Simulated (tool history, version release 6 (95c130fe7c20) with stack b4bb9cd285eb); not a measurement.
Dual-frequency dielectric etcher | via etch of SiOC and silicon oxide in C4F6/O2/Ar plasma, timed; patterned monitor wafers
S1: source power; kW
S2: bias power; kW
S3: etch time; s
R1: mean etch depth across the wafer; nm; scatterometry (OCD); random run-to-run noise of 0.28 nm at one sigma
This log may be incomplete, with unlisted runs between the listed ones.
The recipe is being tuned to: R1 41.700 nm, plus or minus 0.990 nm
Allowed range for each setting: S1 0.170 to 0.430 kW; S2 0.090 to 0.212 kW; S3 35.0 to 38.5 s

Run 1, hour 0.0: S1 0.300 kW, S2 0.151 kW, S3 38.5 s. Result: R1 35.848 nm.
Run 2, hour 6.5: S1 0.320 kW, S2 0.154 kW, S3 38.5 s. Result: R1 37.191 nm.
Run 3, hour 10.3: S1 0.340 kW, S2 0.156 kW, S3 38.5 s. Result: R1 37.316 nm.
Run 4, hour 15.9: S1 0.340 kW, S2 0.156 kW, S3 35.0 s. Result: R1 34.480 nm.
Run 5, hour 18.3: S1 0.340 kW, S2 0.146 kW, S3 35.0 s. Result: R1 33.525 nm.
Run 6, hour 22.9: S1 0.350 kW, S2 0.159 kW, S3 35.5 s. Result: R1 35.543 nm.
Run 7, hour 31.3: S1 0.360 kW, S2 0.170 kW, S3 36.0 s. Result: R1 36.834 nm.
Run 8, hour 34.3: S1 0.360 kW, S2 0.179 kW, S3 36.5 s. Result: R1 37.779 nm.
Run 9, hour 37.0: S1 0.370 kW, S2 0.186 kW, S3 37.0 s. Result: R1 39.465 nm.
Run 10, hour 41.7: S1 0.380 kW, S2 0.189 kW, S3 37.0 s. Result: R1 39.729 nm.
Run 11, hour 42.9: S1 0.390 kW, S2 0.192 kW, S3 37.0 s. Result: R1 40.580 nm.
Run 12, hour 49.4: S1 0.390 kW, S2 0.193 kW, S3 37.0 s. Result: R1 40.068 nm.

5 next moves are on the table. One of them brings every result within its allowed miss. Which?
Run A, hour 55.9: S1 0.340 kW, S2 0.162 kW, S3 37.5 s. Result: R1 ?.
Run B, hour 55.9: S1 0.430 kW, S2 0.129 kW, S3 37.0 s. Result: R1 ?.
Run C, hour 55.9: S1 0.320 kW, S2 0.212 kW, S3 37.0 s. Result: R1 ?.
Run D, hour 55.9: S1 0.380 kW, S2 0.194 kW, S3 36.5 s. Result: R1 ?.
Run E, hour 55.9: S1 0.400 kW, S2 0.182 kW, S3 38.5 s. Result: R1 ?.

move      R1
   A  37.408
   B  36.356
   C  40.099
   D  40.068
   E  41.880
A: its largest miss is bigger than the last run's
B: its largest miss is bigger than the last run's
C: just as far off the targets as the last run
D: just as far off the targets as the last run
E: all results land within tolerance of their targets
Go with E: it meets all targets.

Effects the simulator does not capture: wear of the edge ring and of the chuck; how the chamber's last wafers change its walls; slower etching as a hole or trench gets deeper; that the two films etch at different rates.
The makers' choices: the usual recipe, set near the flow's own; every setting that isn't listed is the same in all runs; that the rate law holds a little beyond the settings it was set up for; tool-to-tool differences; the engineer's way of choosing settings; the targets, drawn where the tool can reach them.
